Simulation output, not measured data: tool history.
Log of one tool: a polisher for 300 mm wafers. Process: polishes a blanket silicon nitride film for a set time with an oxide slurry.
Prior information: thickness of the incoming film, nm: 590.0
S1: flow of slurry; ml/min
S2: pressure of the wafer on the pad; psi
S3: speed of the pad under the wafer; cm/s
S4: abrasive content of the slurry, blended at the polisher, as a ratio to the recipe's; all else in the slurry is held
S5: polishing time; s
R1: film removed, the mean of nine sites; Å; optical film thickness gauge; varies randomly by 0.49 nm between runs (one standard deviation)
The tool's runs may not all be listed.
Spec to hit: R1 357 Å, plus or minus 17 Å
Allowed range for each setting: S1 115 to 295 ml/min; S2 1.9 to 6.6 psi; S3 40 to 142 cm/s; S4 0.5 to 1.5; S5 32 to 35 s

Run 1, hour 0: S1 190 ml/min, S2 4.2 psi, S3 90 cm/s, S4 1, S5 35 s. Result: R1 271.42 Å.
Run 2, hour 0.7: S1 190 ml/min, S2 3.6 psi, S3 90 cm/s, S4 1, S5 35 s. Result: R1 232.46 Å.
Run 3, hour 8.7: S1 190 ml/min, S2 3.6 psi, S3 90 cm/s, S4 1.1, S5 35 s. Result: R1 248.56 Å.
Run 4, hour 14.4: S1 190 ml/min, S2 4.1 psi, S3 90 cm/s, S4 1.1, S5 35 s. Result: R1 280.28 Å.
Run 5, hour 15.8: S1 190 ml/min, S2 4.1 psi, S3 90 cm/s, S4 1.1, S5 32 s. Result: R1 255.7 Å.
Run 6, hour 20.3: S1 190 ml/min, S2 4.1 psi, S3 108 cm/s, S4 1.1, S5 32 s. Result: R1 299.21 Å.
Run 7, hour 20.9: S1 190 ml/min, S2 4.3 psi, S3 108 cm/s, S4 1.1, S5 32 s. Result: R1 306.34 Å.
Run 8, hour 29.8: S1 190 ml/min, S2 4.4 psi, S3 108 cm/s, S4 1.1, S5 32 s. Result: R1 317.7 Å.
Run 9, hour 33.9: S1 190 ml/min, S2 4.5 psi, S3 108 cm/s, S4 1.1, S5 32 s. Result: R1 317.37 Å.
Run 10, hour 36.4: S1 190 ml/min, S2 4.6 psi, S3 108 cm/s, S4 1.1, S5 32 s. Result: R1 326.72 Å.
Run 11, hour 41.2: S1 190 ml/min, S2 4.7 psi, S3 108 cm/s, S4 1.1, S5 32 s. Result: R1 323.31 Å.
Run 12, hour 47.9: S1 190 ml/min, S2 4.8 psi, S3 108 cm/s, S4 1.1, S5 32 s. Result: R1 334.42 Å.

Exercise: of the 4 proposed moves below, exactly one satisfies all targets within the stated allowed misses. Which move is it?
Run A, hour 54.6: S1 205 ml/min, S2 4.4 psi, S3 110 cm/s, S4 1.05, S5 33 s. Result: R1 ?.
Run B, hour 54.6: S1 115 ml/min, S2 4.7 psi, S3 120 cm/s, S4 1.15, S5 34 s. Result: R1 ?.
Run C, hour 54.6: S1 165 ml/min, S2 4.3 psi, S3 116 cm/s, S4 1.15, S5 32 s. Result: R1 ?.
Run D, hour 54.6: S1 195 ml/min, S2 4.6 psi, S3 110 cm/s, S4 1.05, S5 32 s. Result: R1 ?.

move      R1
   A  321.63
   B  353.69
   C  321.85
   D  321.74
A: further off than the last run
B: hits every target within its allowed miss
C: further off than the last run
D: further off than the last run
B is the move that brings every result within its allowed miss.

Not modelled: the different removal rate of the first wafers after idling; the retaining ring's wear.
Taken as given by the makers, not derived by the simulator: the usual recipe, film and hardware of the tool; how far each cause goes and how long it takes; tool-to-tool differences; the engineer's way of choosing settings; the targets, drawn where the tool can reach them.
